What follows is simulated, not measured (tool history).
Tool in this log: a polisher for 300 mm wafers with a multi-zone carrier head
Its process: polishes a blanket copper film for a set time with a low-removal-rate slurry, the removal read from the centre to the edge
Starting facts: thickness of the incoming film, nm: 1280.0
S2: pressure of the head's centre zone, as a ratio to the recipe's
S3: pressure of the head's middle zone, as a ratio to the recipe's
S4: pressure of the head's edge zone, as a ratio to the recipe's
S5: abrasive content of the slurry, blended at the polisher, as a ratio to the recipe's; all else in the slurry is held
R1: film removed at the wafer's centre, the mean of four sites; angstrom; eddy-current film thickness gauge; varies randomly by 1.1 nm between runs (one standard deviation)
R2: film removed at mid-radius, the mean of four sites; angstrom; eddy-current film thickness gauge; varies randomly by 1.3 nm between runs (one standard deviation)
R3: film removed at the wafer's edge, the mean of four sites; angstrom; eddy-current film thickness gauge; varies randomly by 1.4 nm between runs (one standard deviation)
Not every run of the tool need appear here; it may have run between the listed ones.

run 1 day=0 | flow_of_slurry_(ml/min)=160 S2=1 S3=1 S4=1 S5=1 polishing_time_(s)=42 | R1=1143.7 R2=1154.4 R3=1153.6
run 2 day=0.146 | flow_of_slurry_(ml/min)=165 S2=1 S3=1 S4=1.02 S5=1 polishing_time_(s)=42 | R1=1143.6 R2=1152.4 R3=1180.7
run 3 day=0.171 | flow_of_slurry_(ml/min)=170 S2=1 S3=1 S4=1.03 S5=1 polishing_time_(s)=42 | R1=1143.2 R2=1176.5 R3=1186.8
run 4 day=0.246 | flow_of_slurry_(ml/min)=175 S2=1.01 S3=0.99 S4=1.04 S5=1 polishing_time_(s)=42 | R1=1148.8 R2=1171.7 R3=1194.1
run 5 day=0.279 | flow_of_slurry_(ml/min)=175 S2=0.97 S3=0.99 S4=1.04 S5=1 polishing_time_(s)=42 | R1=1119.9 R2=1162.4 R3=1192.3
run 6 day=0.479 | flow_of_slurry_(ml/min)=175 S2=0.97 S3=0.99 S4=1.04 S5=1.15 polishing_time_(s)=42 | R1=1174.5 R2=1226.9 R3=1239
run 7 day=0.567 | flow_of_slurry_(ml/min)=180 S2=0.98 S3=0.98 S4=1.05 S5=1.15 polishing_time_(s)=42 | R1=1176.1 R2=1193.3 R3=1247.1

Estimate the outcome of run 8 from the log above:
run 8 day=0.696 | flow_of_slurry_(ml/min)=220 S2=1.03 S3=1 S4=1.14 S5=1.3 polishing_time_(s)=42 | R1=? R2=? R3=?

{"run 8": {"R1": 1332.6, "R2": 1307.2, "R3": 1380.3}}
